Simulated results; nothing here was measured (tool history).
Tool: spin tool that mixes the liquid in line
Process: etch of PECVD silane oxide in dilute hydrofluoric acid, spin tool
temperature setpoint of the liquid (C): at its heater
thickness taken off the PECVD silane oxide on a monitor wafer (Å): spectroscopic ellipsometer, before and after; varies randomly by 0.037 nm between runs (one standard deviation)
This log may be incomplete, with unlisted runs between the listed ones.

run  hour  temperature setpoint of the liquid (C)  parts of water to one part of 49 % hydrofluoric acid (parts by volume)  time under the liquid (s)  thickness taken off the PECVD silane oxide on a monitor wafer (Å)
  1   0.0                                      22                                                                     200                         55                                                             38.100
  2   2.7                                      19                                                                     200                         55                                                             34.820
  3  10.6                                      19                                                                     200                         35                                                             21.657
  4  16.6                                      22                                                                     200                         35                                                             23.914
  5  18.2                                      20                                                                     200                         35                                                             22.565
  6  21.0                                      23                                                                     180                         35                                                             29.156
  7  23.1                                      23                                                                     180                         35                                                             28.513

What will run 8 give?
  8  26.7                                      25                                                                     155                         35                                                                  ?

{"run 8": {"thickness taken off the PECVD silane oxide on a monitor wafer (Å)": 37.052}}

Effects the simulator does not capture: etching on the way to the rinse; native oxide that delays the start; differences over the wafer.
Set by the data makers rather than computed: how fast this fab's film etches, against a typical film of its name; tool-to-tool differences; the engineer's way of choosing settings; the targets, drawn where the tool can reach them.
